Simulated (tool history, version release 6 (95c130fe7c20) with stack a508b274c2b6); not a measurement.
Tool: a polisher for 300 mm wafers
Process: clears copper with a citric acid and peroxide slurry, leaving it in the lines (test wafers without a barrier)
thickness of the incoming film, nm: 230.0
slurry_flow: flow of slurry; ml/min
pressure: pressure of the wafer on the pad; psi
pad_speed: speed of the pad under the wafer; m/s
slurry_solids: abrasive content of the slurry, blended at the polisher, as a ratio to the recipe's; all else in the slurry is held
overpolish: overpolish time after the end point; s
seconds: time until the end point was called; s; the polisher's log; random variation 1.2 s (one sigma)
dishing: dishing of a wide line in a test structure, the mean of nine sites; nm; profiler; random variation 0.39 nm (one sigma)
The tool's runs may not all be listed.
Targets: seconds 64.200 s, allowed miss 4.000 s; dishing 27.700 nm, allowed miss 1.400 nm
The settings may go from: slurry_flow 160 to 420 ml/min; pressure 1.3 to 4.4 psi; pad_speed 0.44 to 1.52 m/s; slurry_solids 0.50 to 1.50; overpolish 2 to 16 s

{"run": 1, "hour": 0.0, "slurry_flow": 270, "pressure": 2.8, "pad_speed": 0.98, "slurry_solids": 1.0, "overpolish": 8, "seconds": 138.46, "dishing": 10.857}
{"run": 2, "hour": 8.8, "slurry_flow": 270, "pressure": 3.2, "pad_speed": 1.06, "slurry_solids": 1.0, "overpolish": 9, "seconds": 113.81, "dishing": 14.544}
{"run": 3, "hour": 13.3, "slurry_flow": 270, "pressure": 3.5, "pad_speed": 1.14, "slurry_solids": 1.0, "overpolish": 9, "seconds": 98.684, "dishing": 17.04}
{"run": 4, "hour": 18.7, "slurry_flow": 270, "pressure": 3.8, "pad_speed": 1.2, "slurry_solids": 1.0, "overpolish": 9, "seconds": 87.53, "dishing": 19.408}
{"run": 5, "hour": 23.8, "slurry_flow": 270, "pressure": 4.0, "pad_speed": 1.26, "slurry_solids": 1.0, "overpolish": 9, "seconds": 79.662, "dishing": 20.411}
{"run": 6, "hour": 29.4, "slurry_flow": 270, "pressure": 3.7, "pad_speed": 1.26, "slurry_solids": 1.0, "overpolish": 9, "seconds": 85.006, "dishing": 18.733}
{"run": 7, "hour": 34.4, "slurry_flow": 270, "pressure": 3.9, "pad_speed": 1.3, "slurry_solids": 1.0, "overpolish": 9, "seconds": 78.663, "dishing": 20.576}
{"run": 8, "hour": 41.6, "slurry_flow": 270, "pressure": 4.0, "pad_speed": 1.32, "slurry_solids": 1.0, "overpolish": 9, "seconds": 76.052, "dishing": 21.45}
{"run": 9, "hour": 50.2, "slurry_flow": 270, "pressure": 4.1, "pad_speed": 1.34, "slurry_solids": 1.0, "overpolish": 9, "seconds": 72.216, "dishing": 22.341}
{"run": 10, "hour": 54.7, "slurry_flow": 270, "pressure": 4.2, "pad_speed": 1.36, "slurry_solids": 1.0, "overpolish": 9, "seconds": 72.78, "dishing": 22.506}
{"run": 11, "hour": 60.0, "slurry_flow": 270, "pressure": 4.3, "pad_speed": 1.4, "slurry_solids": 1.0, "overpolish": 9, "seconds": 68.981, "dishing": 23.748}
{"run": 12, "hour": 61.6, "slurry_flow": 270, "pressure": 4.3, "pad_speed": 1.42, "slurry_solids": 1.0, "overpolish": 9, "seconds": 66.014, "dishing": 24.306}
{"run": 13, "hour": 66.3, "slurry_flow": 270, "pressure": 4.4, "pad_speed": 1.42, "slurry_solids": 1.0, "overpolish": 9, "seconds": 64.539, "dishing": 25.127}
{"hour": 70.8, "done": "slurry blender recalibrated"}
{"run": 14, "hour": 70.8, "slurry_flow": 270, "pressure": 4.4, "pad_speed": 1.42, "slurry_solids": 1.0, "overpolish": 10, "seconds": 57.87, "dishing": 30.323}

Which of these 5 next moves meets every target?
{"run": "A", "hour": 75.3, "slurry_flow": 270, "pressure": 4.1, "pad_speed": 1.46, "slurry_solids": 0.85, "overpolish": 12, "seconds": "?", "dishing": "?"}
{"run": "B", "hour": 75.3, "slurry_flow": 300, "pressure": 4.1, "pad_speed": 1.38, "slurry_solids": 1.3, "overpolish": 11, "seconds": "?", "dishing": "?"}
{"run": "C", "hour": 75.3, "slurry_flow": 225, "pressure": 3.9, "pad_speed": 1.32, "slurry_solids": 1.2, "overpolish": 13, "seconds": "?", "dishing": "?"}
{"run": "D", "hour": 75.3, "slurry_flow": 340, "pressure": 4.4, "pad_speed": 1.52, "slurry_solids": 0.8, "overpolish": 9, "seconds": "?", "dishing": "?"}
{"run": "E", "hour": 75.3, "slurry_flow": 320, "pressure": 4.0, "pad_speed": 1.38, "slurry_solids": 1.1, "overpolish": 10, "seconds": "?", "dishing": "?"}

move=A seconds=63.205 dishing=32.417
move=B seconds=57.758 dishing=32.509
move=C seconds=66.651 dishing=33.165
move=D seconds=56.792 dishing=27.578
move=E seconds=61.775 dishing=28.061
A: further off than the last run
B: further off than the last run
C: further off than the last run
D: brings the result that was furthest off to its target, and leaves another outside
E: meets every target
Answer: E
